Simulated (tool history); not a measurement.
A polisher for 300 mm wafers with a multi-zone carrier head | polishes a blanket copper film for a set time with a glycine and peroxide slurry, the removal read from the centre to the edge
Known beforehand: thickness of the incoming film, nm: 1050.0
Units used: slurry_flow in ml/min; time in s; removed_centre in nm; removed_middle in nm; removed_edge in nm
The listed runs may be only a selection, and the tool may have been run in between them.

run,hour,slurry_flow,centre_zone,middle_zone,edge_zone,time,removed_centre,removed_middle,removed_edge
1,0,130,1,1,1,30,154.17,155.62,155.68
2,0.7,120,1,0.95,0.96,25,126.66,120.47,127.3
3,2.7,115,1,0.93,0.92,22,108.25,102.22,109.82
4,5.3,110,1.01,0.91,0.89,20,99.051,91.218,96.957
5,6.9,110,1.01,0.91,0.89,26,127.68,117.88,125.81
6,14.5,110,1.01,0.91,0.89,19,93.217,86.639,91.974
7,21.8,100,1.01,0.89,0.87,19,90.93,82.552,88.104

Predict the results of run 8:
8,29.3,95,1.01,0.88,0.88,19,?,?,?

{"run 8": {"removed_centre": 88.769, "removed_middle": 79.322, "removed_edge": 89.153}}
